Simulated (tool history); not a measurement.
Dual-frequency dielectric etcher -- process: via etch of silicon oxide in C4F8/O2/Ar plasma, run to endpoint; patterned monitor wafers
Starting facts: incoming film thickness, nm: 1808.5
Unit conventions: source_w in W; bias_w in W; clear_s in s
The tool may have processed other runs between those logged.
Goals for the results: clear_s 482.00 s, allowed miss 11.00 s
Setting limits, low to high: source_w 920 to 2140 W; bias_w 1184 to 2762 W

| run | day | source_w | bias_w | clear_s |
|---|---|---|---|---|
| 1 | 0.000 | 1530 | 1973 | 386.85 |
| 2 | 0.238 | 1380 | 1853 | 419.15 |
| 3 | 0.458 | 1290 | 1831 | 433.88 |
| 4 | 0.621 | 1220 | 1814 | 451.74 |
| 5 | 0.896 | 1180 | 1806 | 460.20 |
| 6 | 1.125 | 1180 | 1951 | 448.11 |
| 7 | 1.250 | 920 | 1837 | 526.99 |
| 8 | 1.429 | 960 | 1845 | 516.80 |

Of the 4 settings listed for the next run, only one would bring every result within its allowed miss of target. Which one?
| A | 1.608 | 920 | 1723 | ? |
| B | 1.608 | 930 | 1773 | ? |
| C | 1.608 | 1140 | 1646 | ? |
| D | 1.608 | 920 | 1814 | ? |

| move | clear_s |
|---|---|
| A | 536.71 |
| B | 529.13 |
| C | 479.68 |
| D | 529.56 |
A: the biggest miss grows against the last run
B: the biggest miss grows against the last run
C: meets every target
D: the biggest miss grows against the last run
So the answer is move C, the one that meets all the targets.

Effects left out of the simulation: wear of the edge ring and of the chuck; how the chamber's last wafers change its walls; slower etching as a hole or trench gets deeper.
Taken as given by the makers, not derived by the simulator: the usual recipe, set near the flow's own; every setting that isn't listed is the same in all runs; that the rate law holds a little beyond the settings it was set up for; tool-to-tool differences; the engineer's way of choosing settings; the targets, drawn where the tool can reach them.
